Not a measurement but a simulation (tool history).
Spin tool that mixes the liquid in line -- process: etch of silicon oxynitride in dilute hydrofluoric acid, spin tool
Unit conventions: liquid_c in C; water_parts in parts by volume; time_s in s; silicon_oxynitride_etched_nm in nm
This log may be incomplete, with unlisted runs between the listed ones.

run	day	liquid_c	water_parts	time_s	silicon_oxynitride_etched_nm
1	0	23	100	280	5.0367
2	0.275	24	90	280	5.8781
3	0.421	25	85	280	6.6318
4	0.675	25	85	300	7.1587
5	0.983	25	85	280	6.6419
6	1.038	26	80	280	7.5527
7	1.283	27	80	280	7.6683
8	1.633	31	45	280	17.419
9	1.933	27	45	280	14.147
10	2.142	27	45	280	14.296
11	2.375	26.5	45	280	14.115

Expected results for the next run?
12	2.462	26	45	280	?

Logged for run 12: silicon_oxynitride_etched_nm 13.552 nm.

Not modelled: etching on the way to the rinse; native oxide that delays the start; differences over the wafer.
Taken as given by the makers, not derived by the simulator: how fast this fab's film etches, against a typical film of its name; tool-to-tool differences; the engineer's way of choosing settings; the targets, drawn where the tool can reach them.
